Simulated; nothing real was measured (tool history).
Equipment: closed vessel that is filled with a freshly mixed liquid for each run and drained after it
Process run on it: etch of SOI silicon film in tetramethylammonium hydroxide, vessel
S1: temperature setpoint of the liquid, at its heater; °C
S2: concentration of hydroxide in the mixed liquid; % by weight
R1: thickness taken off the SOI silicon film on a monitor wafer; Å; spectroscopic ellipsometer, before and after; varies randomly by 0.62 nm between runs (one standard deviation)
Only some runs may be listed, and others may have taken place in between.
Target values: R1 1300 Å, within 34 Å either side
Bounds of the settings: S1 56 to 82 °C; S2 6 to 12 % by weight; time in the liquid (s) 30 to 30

{"run": 1, "hour": 0.0, "S1": 69, "S2": 8, "time in the liquid (s)": 30, "R1": 2188.9}
{"run": 2, "hour": 5.2, "S1": 69, "S2": 8, "time in the liquid (s)": 30, "R1": 2179.2}
{"run": 3, "hour": 11.6, "S1": 63.5, "S2": 8, "time in the liquid (s)": 30, "R1": 1563.1}
{"run": 4, "hour": 19.4, "S1": 63, "S2": 8, "time in the liquid (s)": 30, "R1": 1522.2}
{"run": 5, "hour": 27.7, "S1": 63, "S2": 8, "time in the liquid (s)": 30, "R1": 1523.9}
{"run": 6, "hour": 34.1, "S1": 63, "S2": 8, "time in the liquid (s)": 30, "R1": 1528.8}
{"run": 7, "hour": 35.8, "S1": 62.5, "S2": 8, "time in the liquid (s)": 30, "R1": 1470.2}
{"run": 8, "hour": 36.7, "S1": 62, "S2": 8, "time in the liquid (s)": 30, "R1": 1423.9}
{"run": 9, "hour": 45.0, "S1": 61.5, "S2": 8, "time in the liquid (s)": 30, "R1": 1399.9}
{"run": 10, "hour": 53.1, "S1": 61, "S2": 8, "time in the liquid (s)": 30, "R1": 1358}
{"run": 11, "hour": 56.6, "S1": 61, "S2": 8, "time in the liquid (s)": 30, "R1": 1353.8}

Of the 5 settings listed for the next run, only one would bring every result within its allowed miss of target. Which one?
{"run": "A", "hour": 60.1, "S1": 60, "S2": 9, "time in the liquid (s)": 30, "R1": "?"}
{"run": "B", "hour": 60.1, "S1": 59, "S2": 7.5, "time in the liquid (s)": 30, "R1": "?"}
{"run": "C", "hour": 60.1, "S1": 62, "S2": 8, "time in the liquid (s)": 30, "R1": "?"}
{"run": "D", "hour": 60.1, "S1": 60.5, "S2": 7, "time in the liquid (s)": 30, "R1": "?"}
{"run": "E", "hour": 60.1, "S1": 60.5, "S2": 8, "time in the liquid (s)": 30, "R1": "?"}

move=A R1=1209.2
move=B R1=1204.3
move=C R1=1423.9
move=D R1=1348.3
move=E R1=1297.8
A: moves the result that the last run missed by most past its target, out the other side
B: moves the result that the last run missed by most past its target, out the other side
C: lands further from the targets than the last run did
D: nearer the targets than the last run, but a result is still out of spec
E: meets every target
The right move is E.
